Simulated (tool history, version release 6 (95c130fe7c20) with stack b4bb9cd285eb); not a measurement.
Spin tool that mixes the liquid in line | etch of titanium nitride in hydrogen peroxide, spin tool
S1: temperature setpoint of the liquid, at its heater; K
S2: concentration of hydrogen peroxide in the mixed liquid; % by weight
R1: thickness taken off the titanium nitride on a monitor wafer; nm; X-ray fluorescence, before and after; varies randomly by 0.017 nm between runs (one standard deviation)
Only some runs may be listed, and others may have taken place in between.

{"run": 1, "hour": 0.0, "S1": 329.15, "S2": 25, "time under the liquid (s)": 70, "R1": 4.3189}
{"run": 2, "hour": 3.0, "S1": 329.15, "S2": 25, "time under the liquid (s)": 50, "R1": 3.083}
{"run": 3, "hour": 7.3, "S1": 323.15, "S2": 25, "time under the liquid (s)": 50, "R1": 2.0116}
{"run": 4, "hour": 15.4, "S1": 316.15, "S2": 25, "time under the liquid (s)": 50, "R1": 1.2022}
{"run": 5, "hour": 17.9, "S1": 322.15, "S2": 25, "time under the liquid (s)": 50, "R1": 1.8679}
{"run": 6, "hour": 23.1, "S1": 325.65, "S2": 25, "time under the liquid (s)": 50, "R1": 2.4197}
{"run": 7, "hour": 24.0, "S1": 328.65, "S2": 25, "time under the liquid (s)": 50, "R1": 2.9932}
{"run": 8, "hour": 26.3, "S1": 330.65, "S2": 25, "time under the liquid (s)": 50, "R1": 3.4376}
{"run": 9, "hour": 32.8, "S1": 332.15, "S2": 25, "time under the liquid (s)": 50, "R1": 3.7769}

What does the tool deliver on the next run?
{"run": 10, "hour": 40.5, "S1": 333.15, "S2": 25, "time under the liquid (s)": 50, "R1": "?"}

{"run 10": {"R1": 4.0609}}
